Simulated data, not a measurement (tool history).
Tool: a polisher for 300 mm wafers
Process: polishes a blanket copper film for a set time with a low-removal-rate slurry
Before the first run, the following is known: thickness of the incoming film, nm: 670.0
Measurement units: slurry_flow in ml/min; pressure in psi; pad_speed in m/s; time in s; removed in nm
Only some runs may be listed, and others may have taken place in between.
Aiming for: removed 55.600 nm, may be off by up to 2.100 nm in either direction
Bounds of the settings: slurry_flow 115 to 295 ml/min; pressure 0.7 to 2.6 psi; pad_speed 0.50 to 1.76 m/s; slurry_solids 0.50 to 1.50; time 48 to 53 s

run	hour	slurry_flow	pressure	pad_speed	slurry_solids	time	removed
1	0.0	190	1.6	1.12	1.00	53	103.400
2	2.1	150	1.6	1.12	1.00	53	102.190
3	7.3	150	1.3	1.10	1.00	53	83.532
4	16.2	115	1.3	1.10	1.00	53	79.839
5	17.2	115	1.1	1.10	1.00	53	69.533
6	25.9	115	1.0	1.10	1.00	53	64.596
7	30.6	115	0.9	1.10	1.00	53	60.159
# hour 36.1: head pressure recalibrated
8	36.1	115	0.8	1.10	1.00	53	50.845

Of the 4 settings listed for the next run, only one would bring every result within its allowed miss of target. Which one?
A	41.6	150	1.2	0.84	1.00	48	?
B	41.6	180	1.2	0.66	0.85	52	?
C	41.6	115	0.9	1.30	0.80	48	?
D	41.6	150	1.4	0.62	0.75	53	?

move	removed
A	49.706
B	42.109
C	54.973
D	43.543
A: misses by more than the last run did
B: misses by more than the last run did
C: all results land within tolerance of their targets
D: misses by more than the last run did
C meets every target.
